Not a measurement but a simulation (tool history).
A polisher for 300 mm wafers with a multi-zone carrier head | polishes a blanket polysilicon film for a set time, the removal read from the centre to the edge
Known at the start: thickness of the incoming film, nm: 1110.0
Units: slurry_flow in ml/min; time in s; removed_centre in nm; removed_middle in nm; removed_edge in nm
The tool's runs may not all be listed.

run 1 hour=0.0 | slurry_flow=295 centre_zone=1.00 middle_zone=1.00 edge_zone=1.00 time=64 | removed_centre=246.30 removed_middle=232.91 removed_edge=234.64
run 2 hour=1.7 | slurry_flow=295 centre_zone=0.99 middle_zone=1.00 edge_zone=1.03 time=67 | removed_centre=253.95 removed_middle=245.69 removed_edge=248.44
run 3 hour=6.9 | slurry_flow=295 centre_zone=0.98 middle_zone=0.99 edge_zone=1.06 time=70 | removed_centre=264.72 removed_middle=252.09 removed_edge=259.60
run 4 hour=8.6 | slurry_flow=325 centre_zone=0.98 middle_zone=0.99 edge_zone=1.06 time=70 | removed_centre=265.54 removed_middle=254.56 removed_edge=263.41
run 5 hour=17.0 | slurry_flow=325 centre_zone=0.98 middle_zone=0.99 edge_zone=1.10 time=70 | removed_centre=265.86 removed_middle=254.95 removed_edge=269.75
run 6 hour=21.9 | slurry_flow=325 centre_zone=1.06 middle_zone=0.99 edge_zone=1.10 time=70 | removed_centre=292.37 removed_middle=254.32 removed_edge=270.34
run 7 hour=26.1 | slurry_flow=335 centre_zone=1.03 middle_zone=0.99 edge_zone=1.12 time=72 | removed_centre=287.95 removed_middle=266.04 removed_edge=276.48
run 8 hour=34.0 | slurry_flow=335 centre_zone=1.01 middle_zone=0.98 edge_zone=1.13 time=74 | removed_centre=290.77 removed_middle=265.85 removed_edge=285.67
run 9 hour=37.1 | slurry_flow=340 centre_zone=0.99 middle_zone=0.98 edge_zone=1.14 time=76 | removed_centre=291.88 removed_middle=276.80 removed_edge=297.22
run 10 hour=42.9 | slurry_flow=345 centre_zone=0.98 middle_zone=0.98 edge_zone=1.15 time=77 | removed_centre=292.86 removed_middle=276.39 removed_edge=301.65

Forecast run 11:
run 11 hour=44.8 | slurry_flow=350 centre_zone=0.97 middle_zone=0.98 edge_zone=1.16 time=78 | removed_centre=? removed_middle=? removed_edge=?

{"run 11": {"removed_centre": 292.79, "removed_middle": 282.67, "removed_edge": 310.08}}
